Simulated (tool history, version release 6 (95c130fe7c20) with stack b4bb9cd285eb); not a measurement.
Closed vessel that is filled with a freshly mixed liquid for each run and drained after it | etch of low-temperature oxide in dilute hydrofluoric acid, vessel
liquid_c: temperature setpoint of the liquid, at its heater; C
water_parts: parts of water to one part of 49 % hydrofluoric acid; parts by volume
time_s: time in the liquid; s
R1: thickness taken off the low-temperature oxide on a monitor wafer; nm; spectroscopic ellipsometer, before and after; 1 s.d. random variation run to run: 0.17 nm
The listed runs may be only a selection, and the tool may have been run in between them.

run 1 hour=0.0 | liquid_c=23.0 water_parts=110 time_s=105 | R1=33.714
run 2 hour=9.2 | liquid_c=26.0 water_parts=110 time_s=105 | R1=37.773
run 3 hour=17.3 | liquid_c=27.0 water_parts=110 time_s=105 | R1=39.531
run 4 hour=25.2 | liquid_c=27.0 water_parts=110 time_s=105 | R1=39.311
run 5 hour=32.2 | liquid_c=27.5 water_parts=110 time_s=105 | R1=39.957
run 6 hour=34.4 | liquid_c=24.0 water_parts=110 time_s=105 | R1=35.124

Run 7 has not been measured yet. What should we expect?
run 7 hour=40.0 | liquid_c=25.5 water_parts=110 time_s=105 | R1=?

{"run 7": {"R1": 37.107}}
